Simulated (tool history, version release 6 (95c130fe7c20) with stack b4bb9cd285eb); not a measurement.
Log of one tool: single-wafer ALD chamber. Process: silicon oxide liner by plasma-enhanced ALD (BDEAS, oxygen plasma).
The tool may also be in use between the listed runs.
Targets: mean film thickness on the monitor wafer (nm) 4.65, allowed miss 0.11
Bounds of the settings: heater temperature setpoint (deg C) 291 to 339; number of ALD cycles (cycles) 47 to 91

run	hour	heater temperature setpoint (deg C)	number of ALD cycles (cycles)	mean film thickness on the monitor wafer (nm)
1	0	315	69	6.0196
2	6.3	320	69	5.9832
3	10.2	315	69	6.0395
4	16.3	315	63	5.489
5	24.9	320	63	5.4635
6	30.5	320	69	5.9741
7	35.5	320	69	5.9955
8	40.5	320	67	5.7925
9	45.2	320	66	5.6892
10	46.3	320	65	5.6087
11	48.1	320	64	5.5134
12	49	320	63	5.4404
13	54	320	62	5.3596
14	63	320	61	5.2785
15	69.1	321	51	4.3789

Which of these 4 next moves meets every target?
A	75.2	334	52	?
B	75.2	314	53	?
C	75.2	328	51	?
D	75.2	322	52	?

move	mean film thickness on the monitor wafer (nm)
A	4.394
B	4.6289
C	4.3529
D	4.4825
A: nearer than the last run, and not there yet
B: meets every target
C: further off than the last run
D: nearer than the last run, and not there yet
The right move is B.
